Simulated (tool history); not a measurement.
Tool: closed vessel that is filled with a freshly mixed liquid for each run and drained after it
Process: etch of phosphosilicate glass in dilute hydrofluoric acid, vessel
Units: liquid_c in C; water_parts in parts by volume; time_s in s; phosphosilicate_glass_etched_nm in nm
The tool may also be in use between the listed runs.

run,hour,liquid_c,water_parts,time_s,phosphosilicate_glass_etched_nm
1,0,22,95,30,18.113
2,9.2,22,70,30,25.036
3,14.3,24,60,30,32.408
4,18.9,24,80,30,23.665
5,24,24,80,30,23.625
6,29.2,25.5,65,30,31.644
7,35.2,26.5,55,30,38.903
8,37.2,27.5,50,30,45.083
9,41.5,28,45,30,51.49
10,43.7,28.5,45,30,52.772

Forecast run 11:
11,46.6,29,45,30,?

{"run 11": {"phosphosilicate_glass_etched_nm": 54.344}}
